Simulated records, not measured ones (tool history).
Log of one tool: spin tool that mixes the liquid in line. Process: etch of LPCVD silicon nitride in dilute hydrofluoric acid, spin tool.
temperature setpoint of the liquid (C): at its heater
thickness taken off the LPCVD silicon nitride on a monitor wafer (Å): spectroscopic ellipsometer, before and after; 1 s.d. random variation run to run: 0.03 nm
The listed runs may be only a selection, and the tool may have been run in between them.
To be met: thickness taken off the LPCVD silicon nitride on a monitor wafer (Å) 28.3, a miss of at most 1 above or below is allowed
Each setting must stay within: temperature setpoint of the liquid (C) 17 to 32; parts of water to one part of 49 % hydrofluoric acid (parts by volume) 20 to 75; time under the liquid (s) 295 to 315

run  hour  temperature setpoint of the liquid (C)  parts of water to one part of 49 % hydrofluoric acid (parts by volume)  time under the liquid (s)  thickness taken off the LPCVD silicon nitride on a monitor wafer (Å)
  1     0                                      24                                                                      45                        295                                                                37.912
  2   7.6                                    23.5                                                                      45                        295                                                                35.918
  3  14.4                                    23.5                                                                      45                        315                                                                38.848
  4  16.1                                      23                                                                      45                        315                                                                36.846
  5  23.6                                      23                                                                      45                        315                                                                37.251
  6  30.1                                    22.5                                                                      45                        315                                                                35.426
  7  33.8                                    22.5                                                                      45                        315                                                                 35.41
  8  38.2                                      22                                                                      45                        315                                                                34.314
  9  41.7                                    21.5                                                                      45                        315                                                                33.616
 10  48.3                                      21                                                                      45                        315                                                                32.148
 11    53                                      20                                                                      45                        315                                                                30.172

4 next moves are on the table. One of them brings every result within its allowed miss. Which?
  A  57.7                                      19                                                                      40                        310                                                                     ?
  B  57.7                                      18                                                                      45                        315                                                                     ?
  C  57.7                                    18.5                                                                      40                        295                                                                     ?
  D  57.7                                      20                                                                      40                        300                                                                     ?

move  thickness taken off the LPCVD silicon nitride on a monitor wafer (Å)
   A                                                                31.494
   B                                                                 26.61
   C                                                                28.933
   D                                                                32.689
A: moves away from the targets compared with the last run
B: the result that was furthest off in the last run now lies on the other side of its target
C: all results in spec
D: moves away from the targets compared with the last run
C meets every target.
